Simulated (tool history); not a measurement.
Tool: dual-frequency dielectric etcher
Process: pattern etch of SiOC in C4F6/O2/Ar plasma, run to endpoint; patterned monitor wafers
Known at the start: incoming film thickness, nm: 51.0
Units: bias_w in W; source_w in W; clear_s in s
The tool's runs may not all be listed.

{"run": 1, "hour": 0.0, "bias_w": 462, "source_w": 460, "clear_s": 18.771}
{"run": 2, "hour": 6.3, "bias_w": 462, "source_w": 490, "clear_s": 17.764}
{"run": 3, "hour": 6.8, "bias_w": 462, "source_w": 530, "clear_s": 17.259}
{"run": 4, "hour": 15.6, "bias_w": 425, "source_w": 530, "clear_s": 17.79}
{"run": 5, "hour": 21.1, "bias_w": 425, "source_w": 460, "clear_s": 19.327}
{"run": 6, "hour": 29.8, "bias_w": 425, "source_w": 380, "clear_s": 21.549}
{"run": 7, "hour": 31.6, "bias_w": 421, "source_w": 380, "clear_s": 21.222}
{"run": 8, "hour": 34.4, "bias_w": 416, "source_w": 380, "clear_s": 21.016}
{"run": 9, "hour": 36.1, "bias_w": 345, "source_w": 340, "clear_s": 24.241}

Forecast run 10:
{"hour": 37.5, "done": "bias power generator calibrated"}
{"run": 10, "hour": 37.5, "bias_w": 351, "source_w": 340, "clear_s": "?"}

clear_s: 25.127 s

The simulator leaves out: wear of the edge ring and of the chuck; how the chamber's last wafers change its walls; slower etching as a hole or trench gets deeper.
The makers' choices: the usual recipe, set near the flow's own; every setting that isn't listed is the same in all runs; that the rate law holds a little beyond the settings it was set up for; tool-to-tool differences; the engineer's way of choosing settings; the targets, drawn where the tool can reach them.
